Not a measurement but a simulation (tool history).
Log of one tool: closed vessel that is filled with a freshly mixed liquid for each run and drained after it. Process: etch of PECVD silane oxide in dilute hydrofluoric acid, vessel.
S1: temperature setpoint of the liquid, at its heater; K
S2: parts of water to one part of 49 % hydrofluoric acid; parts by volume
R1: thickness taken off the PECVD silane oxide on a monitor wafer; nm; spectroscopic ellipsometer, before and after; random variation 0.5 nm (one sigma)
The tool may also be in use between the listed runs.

Run 1, day 0: S1 299.15 K, S2 125 parts by volume, time in the liquid (s) 240. Result: R1 68.806 nm.
Run 2, day 0.196: S1 299.15 K, S2 95 parts by volume, time in the liquid (s) 240. Result: R1 93.226 nm.
Run 3, day 0.562: S1 299.15 K, S2 65 parts by volume, time in the liquid (s) 240. Result: R1 143.02 nm.
Run 4, day 0.767: S1 297.15 K, S2 80 parts by volume, time in the liquid (s) 240. Result: R1 105.87 nm.
Run 5, day 0.829: S1 297.15 K, S2 80 parts by volume, time in the liquid (s) 255. Result: R1 113.34 nm.
At day 1.2: hydrofluoric acid flow meter replaced.
Run 6, day 1.2: S1 295.65 K, S2 90 parts by volume, time in the liquid (s) 255. Result: R1 99.442 nm.
Run 7, day 1.3: S1 294.65 K, S2 100 parts by volume, time in the liquid (s) 255. Result: R1 86.682 nm.
Run 8, day 1.533: S1 293.65 K, S2 110 parts by volume, time in the liquid (s) 255. Result: R1 74.753 nm.
Run 9, day 1.817: S1 293.15 K, S2 115 parts by volume, time in the liquid (s) 255. Result: R1 68.892 nm.

The next listed run, before its measurement:
Run 10, day 1.896: S1 292.65 K, S2 120 parts by volume, time in the liquid (s) 255. Result: R1 ?.

Run 10 gave R1 62.423 nm.
